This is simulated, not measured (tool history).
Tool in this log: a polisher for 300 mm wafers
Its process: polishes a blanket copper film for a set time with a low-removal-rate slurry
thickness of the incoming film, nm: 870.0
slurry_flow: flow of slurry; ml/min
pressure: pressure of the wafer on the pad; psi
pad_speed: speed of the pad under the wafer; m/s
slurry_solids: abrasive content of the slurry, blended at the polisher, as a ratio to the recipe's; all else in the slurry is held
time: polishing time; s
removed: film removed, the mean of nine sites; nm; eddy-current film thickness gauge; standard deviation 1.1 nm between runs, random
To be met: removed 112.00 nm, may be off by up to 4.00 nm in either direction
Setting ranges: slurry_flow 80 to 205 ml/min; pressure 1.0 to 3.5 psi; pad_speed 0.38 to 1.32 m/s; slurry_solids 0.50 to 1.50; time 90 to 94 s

Run 1, day 0.000: slurry_flow 135 ml/min, pressure 2.2 psi, pad_speed 0.84 m/s, slurry_solids 1.00, time 90 s. Result: removed 198.06 nm.
Run 2, day 0.225: slurry_flow 135 ml/min, pressure 2.2 psi, pad_speed 0.84 m/s, slurry_solids 1.15, time 90 s. Result: removed 198.12 nm.
Run 3, day 0.542: slurry_flow 135 ml/min, pressure 2.2 psi, pad_speed 0.84 m/s, slurry_solids 1.15, time 94 s. Result: removed 208.29 nm.
Run 4, day 0.579: slurry_flow 135 ml/min, pressure 2.2 psi, pad_speed 0.84 m/s, slurry_solids 1.15, time 94 s. Result: removed 212.08 nm.
Run 5, day 0.958: slurry_flow 135 ml/min, pressure 2.2 psi, pad_speed 0.84 m/s, slurry_solids 1.35, time 94 s. Result: removed 213.29 nm.
Run 6, day 1.108: slurry_flow 135 ml/min, pressure 2.6 psi, pad_speed 0.84 m/s, slurry_solids 1.35, time 94 s. Result: removed 255.31 nm.
Run 7, day 1.350: slurry_flow 135 ml/min, pressure 2.4 psi, pad_speed 0.84 m/s, slurry_solids 1.35, time 94 s. Result: removed 231.13 nm.
Run 8, day 1.588: slurry_flow 135 ml/min, pressure 2.3 psi, pad_speed 0.84 m/s, slurry_solids 1.35, time 94 s. Result: removed 231.01 nm.
Run 9, day 1.704: slurry_flow 120 ml/min, pressure 1.7 psi, pad_speed 0.60 m/s, slurry_solids 1.30, time 94 s. Result: removed 119.19 nm.

Exercise: of the 5 proposed moves below, exactly one satisfies all targets within the stated allowed misses. Which move is it?
Run A, day 1.821: slurry_flow 120 ml/min, pressure 1.6 psi, pad_speed 0.64 m/s, slurry_solids 1.50, time 94 s. Result: removed ?.
Run B, day 1.821: slurry_flow 110 ml/min, pressure 1.7 psi, pad_speed 0.64 m/s, slurry_solids 1.20, time 94 s. Result: removed ?.
Run C, day 1.821: slurry_flow 150 ml/min, pressure 1.6 psi, pad_speed 0.62 m/s, slurry_solids 1.50, time 94 s. Result: removed ?.
Run D, day 1.821: slurry_flow 100 ml/min, pressure 1.6 psi, pad_speed 0.76 m/s, slurry_solids 1.30, time 94 s. Result: removed ?.
Run E, day 1.821: slurry_flow 125 ml/min, pressure 1.3 psi, pad_speed 0.74 m/s, slurry_solids 1.20, time 94 s. Result: removed ?.

move  removed
   A   121.47
   B   120.98
   C   123.57
   D   133.02
   E   111.13
A: lands further from the targets than the last run did
B: lands further from the targets than the last run did
C: lands further from the targets than the last run did
D: lands further from the targets than the last run did
E: hits every target within its allowed miss
Correct choice: E, which meets every target
